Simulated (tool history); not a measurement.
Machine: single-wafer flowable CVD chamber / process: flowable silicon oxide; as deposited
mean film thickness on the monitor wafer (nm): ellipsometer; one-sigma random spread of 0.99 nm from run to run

run	day	heater temperature setpoint (K)	chamber pressure (mTorr)	RF power (W)	deposition time (s)	mean film thickness on the monitor wafer (nm)
1	0	368.15	703	2615	766	499.59
2	0.242	368.15	703	2615	766	502.8
3	0.367	372.15	703	2615	766	433.95
4	0.588	372.15	703	2615	766	431.49
5	0.917	378.15	703	2615	766	343.39
6	1.254	380.15	703	2615	766	318.15
7	1.429	390.15	702	2615	766	225.22

For run 8, what comes out?
8	1.517	389.15	702	2615	766	?

mean film thickness on the monitor wafer (nm): 233.63

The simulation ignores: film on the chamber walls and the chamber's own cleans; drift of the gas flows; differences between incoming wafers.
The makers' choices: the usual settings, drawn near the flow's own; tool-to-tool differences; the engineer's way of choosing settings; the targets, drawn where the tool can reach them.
